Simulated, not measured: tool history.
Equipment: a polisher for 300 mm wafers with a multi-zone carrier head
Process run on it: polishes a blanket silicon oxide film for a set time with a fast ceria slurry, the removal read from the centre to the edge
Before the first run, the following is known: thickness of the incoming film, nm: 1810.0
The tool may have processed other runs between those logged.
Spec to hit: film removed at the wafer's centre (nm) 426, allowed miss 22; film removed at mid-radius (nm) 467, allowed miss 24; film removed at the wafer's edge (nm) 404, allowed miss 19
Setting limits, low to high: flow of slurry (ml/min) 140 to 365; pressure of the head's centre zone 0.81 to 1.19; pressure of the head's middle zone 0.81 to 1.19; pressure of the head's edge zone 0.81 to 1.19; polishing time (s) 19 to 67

| run | hour | flow of slurry (ml/min) | pressure of the head's centre zone | pressure of the head's middle zone | pressure of the head's edge zone | polishing time (s) | film removed at the wafer's centre (nm) | film removed at mid-radius (nm) | film removed at the wafer's edge (nm) |
|---|---|---|---|---|---|---|---|---|---|
| 1 | 0 | 235 | 1 | 1 | 1 | 43 | 661.29 | 696.77 | 661.34 |
| 2 | 2.6 | 235 | 1 | 1 | 1.06 | 43 | 671.94 | 698.36 | 692.24 |
| 3 | 5.9 | 235 | 1 | 1 | 1.06 | 39 | 583.11 | 618.63 | 613.98 |
| 4 | 13.9 | 235 | 1.01 | 1.01 | 1.01 | 36 | 563.55 | 580.76 | 562.41 |
| 5 | 18.3 | 235 | 0.98 | 1.01 | 1.01 | 36 | 553.91 | 572.33 | 560.23 |
| 6 | 25.3 | 205 | 0.98 | 1.01 | 1.01 | 36 | 519.62 | 559.72 | 541.99 |
| 7 | 32.6 | 195 | 0.98 | 1.02 | 0.97 | 34 | 501.84 | 517.25 | 522.39 |
| 8 | 37.3 | 230 | 0.97 | 1.05 | 0.96 | 31 | 467.51 | 520.17 | 481.57 |
| 9 | 38.9 | 235 | 0.98 | 1.06 | 0.93 | 29 | 439.27 | 482.89 | 435.42 |
| 10 | 40.4 | 235 | 0.98 | 1.06 | 0.91 | 29 | 444.94 | 488.1 | 437.64 |
| 11 | 48.9 | 235 | 0.98 | 1.06 | 0.89 | 29 | 439.79 | 486.68 | 423.96 |
| 12 | 50 | 235 | 0.98 | 1.06 | 0.88 | 29 | 441.42 | 492.1 | 421.18 |
| 13 | 54.5 | 230 | 0.98 | 1.05 | 0.87 | 29 | 441.84 | 485.56 | 415 |
| 14 | 57.4 | 225 | 0.98 | 1.05 | 0.87 | 29 | 445.79 | 472.52 | 423.24 |

5 candidate next runs follow, results not yet known. Just one meets every target within its allowed miss. Identify it.
| A | 60.3 | 215 | 1.01 | 1.07 | 0.87 | 28 | ? | ? | ? |
| B | 60.3 | 200 | 1.09 | 1.05 | 0.81 | 29 | ? | ? | ? |
| C | 60.3 | 175 | 0.86 | 0.99 | 0.93 | 33 | ? | ? | ? |
| D | 60.3 | 210 | 0.89 | 0.99 | 0.97 | 30 | ? | ? | ? |
| E | 60.3 | 365 | 1.14 | 1.08 | 0.81 | 27 | ? | ? | ? |

| move | film removed at the wafer's centre (nm) | film removed at mid-radius (nm) | film removed at the wafer's edge (nm) |
|---|---|---|---|
| A | 432.59 | 469.9 | 408.87 |
| B | 471.62 | 474.41 | 408.63 |
| C | 428.89 | 505.5 | 482.49 |
| D | 415.51 | 474.26 | 456.86 |
| E | 493.87 | 484.11 | 401.5 |
A: every result lands within tolerance
B: the worst result of the last run now meets its target, but another is out of spec
C: its largest miss is bigger than the last run's
D: its largest miss is bigger than the last run's
E: the worst result of the last run now meets its target, but another is out of spec
Correct choice: A, which meets every target

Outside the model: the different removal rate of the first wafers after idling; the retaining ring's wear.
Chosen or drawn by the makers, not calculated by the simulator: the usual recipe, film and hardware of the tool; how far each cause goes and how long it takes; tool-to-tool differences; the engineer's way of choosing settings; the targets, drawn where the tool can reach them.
